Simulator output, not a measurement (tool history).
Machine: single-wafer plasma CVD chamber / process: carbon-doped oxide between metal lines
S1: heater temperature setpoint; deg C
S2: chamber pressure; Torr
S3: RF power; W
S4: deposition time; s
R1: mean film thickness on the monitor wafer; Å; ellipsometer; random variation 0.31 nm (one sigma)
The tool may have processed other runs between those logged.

{"run": 1, "hour": 0.0, "S1": 335, "S2": 6.07, "S3": 450, "S4": 14.7, "R1": 754.41}
{"run": 2, "hour": 4.9, "S1": 330, "S2": 6.4, "S3": 470, "S4": 14.7, "R1": 790.68}
{"run": 3, "hour": 6.4, "S1": 323, "S2": 6.4, "S3": 470, "S4": 14.7, "R1": 807.47}
{"run": 4, "hour": 11.0, "S1": 323, "S2": 6.4, "S3": 420, "S4": 14.7, "R1": 746.11}
{"run": 5, "hour": 17.3, "S1": 323, "S2": 6.4, "S3": 355, "S4": 14.7, "R1": 652.77}
{"run": 6, "hour": 20.5, "S1": 323, "S2": 5.73, "S3": 355, "S4": 14.7, "R1": 644.87}
{"hour": 25.8, "done": "RF generator calibrated"}
{"run": 7, "hour": 25.8, "S1": 311, "S2": 6.82, "S3": 425, "S4": 14.7, "R1": 815.49}

Expected results for the next run?
{"run": 8, "hour": 27.1, "S1": 311, "S2": 7.12, "S3": 435, "S4": 14.7, "R1": "?"}

For run 8 the tool returned R1 833.84 Å.
